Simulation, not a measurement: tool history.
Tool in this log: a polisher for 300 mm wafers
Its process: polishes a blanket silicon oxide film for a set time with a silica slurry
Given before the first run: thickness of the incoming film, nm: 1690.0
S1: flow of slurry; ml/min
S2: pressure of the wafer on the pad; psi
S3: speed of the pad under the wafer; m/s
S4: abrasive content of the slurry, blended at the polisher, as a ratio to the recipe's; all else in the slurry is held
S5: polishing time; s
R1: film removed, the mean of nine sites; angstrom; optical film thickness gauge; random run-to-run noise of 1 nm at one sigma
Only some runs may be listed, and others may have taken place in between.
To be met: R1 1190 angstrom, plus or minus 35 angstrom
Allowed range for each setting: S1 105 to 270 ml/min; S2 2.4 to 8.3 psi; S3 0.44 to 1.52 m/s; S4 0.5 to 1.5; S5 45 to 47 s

Run 1, hour 0: S1 175 ml/min, S2 5.3 psi, S3 0.98 m/s, S4 1, S5 45 s. Result: R1 1487.1 angstrom.
Run 2, hour 3.3: S1 175 ml/min, S2 5.3 psi, S3 0.98 m/s, S4 1, S5 47 s. Result: R1 1530.8 angstrom.
Run 3, hour 8: S1 175 ml/min, S2 5.3 psi, S3 1.14 m/s, S4 1, S5 47 s. Result: R1 1717.4 angstrom.
Run 4, hour 15.5: S1 175 ml/min, S2 5.3 psi, S3 1.14 m/s, S4 1, S5 47 s. Result: R1 1721.3 angstrom.
Run 5, hour 17.9: S1 170 ml/min, S2 4.8 psi, S3 1.14 m/s, S4 1, S5 47 s. Result: R1 1601.1 angstrom.
Run 6, hour 26: S1 170 ml/min, S2 4 psi, S3 1.14 m/s, S4 1, S5 47 s. Result: R1 1414.4 angstrom.
Run 7, hour 33.1: S1 170 ml/min, S2 4 psi, S3 1.14 m/s, S4 1, S5 47 s. Result: R1 1375.8 angstrom.
Run 8, hour 38.6: S1 170 ml/min, S2 3.8 psi, S3 1.14 m/s, S4 1, S5 47 s. Result: R1 1358.2 angstrom.
Run 9, hour 40.8: S1 150 ml/min, S2 3 psi, S3 1.14 m/s, S4 1, S5 47 s. Result: R1 1134.9 angstrom.

4 candidate next runs follow, results not yet known. Just one meets every target within its allowed miss. Identify it.
Run A, hour 43: S1 180 ml/min, S2 3.3 psi, S3 1.16 m/s, S4 1, S5 47 s. Result: R1 ?.
Run B, hour 43: S1 155 ml/min, S2 2.7 psi, S3 1.3 m/s, S4 1, S5 47 s. Result: R1 ?.
Run C, hour 43: S1 145 ml/min, S2 3.5 psi, S3 1.16 m/s, S4 1, S5 47 s. Result: R1 ?.
Run D, hour 43: S1 105 ml/min, S2 2.5 psi, S3 1.26 m/s, S4 1.2, S5 46 s. Result: R1 ?.

move      R1
   A    1259
   B  1195.8
   C  1276.3
   D  1107.2
A: moves the result that the last run missed by most past its target, out the other side
B: every result lands within tolerance
C: moves the result that the last run missed by most past its target, out the other side
D: moves away from the targets compared with the last run
Move B is the one to make.
